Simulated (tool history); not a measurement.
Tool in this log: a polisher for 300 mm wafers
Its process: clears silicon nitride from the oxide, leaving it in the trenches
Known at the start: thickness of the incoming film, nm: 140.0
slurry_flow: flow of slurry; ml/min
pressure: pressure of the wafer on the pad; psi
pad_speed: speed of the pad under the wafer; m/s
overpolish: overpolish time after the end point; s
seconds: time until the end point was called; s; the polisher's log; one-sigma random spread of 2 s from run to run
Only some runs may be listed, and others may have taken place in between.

Run 1, hour 0.0: slurry_flow 295 ml/min, pressure 3.1 psi, pad_speed 1.28 m/s, overpolish 28 s. Result: seconds 90.643 s.
Run 2, hour 8.8: slurry_flow 295 ml/min, pressure 3.5 psi, pad_speed 1.28 m/s, overpolish 28 s. Result: seconds 83.076 s.
Run 3, hour 16.8: slurry_flow 295 ml/min, pressure 3.0 psi, pad_speed 1.24 m/s, overpolish 28 s. Result: seconds 96.487 s.
Run 4, hour 18.9: slurry_flow 295 ml/min, pressure 3.0 psi, pad_speed 1.24 m/s, overpolish 28 s. Result: seconds 98.526 s.
Run 5, hour 25.2: slurry_flow 295 ml/min, pressure 3.0 psi, pad_speed 0.92 m/s, overpolish 28 s. Result: seconds 125.740 s.
Run 6, hour 30.6: slurry_flow 295 ml/min, pressure 2.8 psi, pad_speed 0.92 m/s, overpolish 28 s. Result: seconds 139.860 s.

Forecast run 7:
Run 7, hour 38.4: slurry_flow 295 ml/min, pressure 2.7 psi, pad_speed 0.92 m/s, overpolish 28 s. Result: seconds ?.

Run 7 measured seconds 139.450 s.
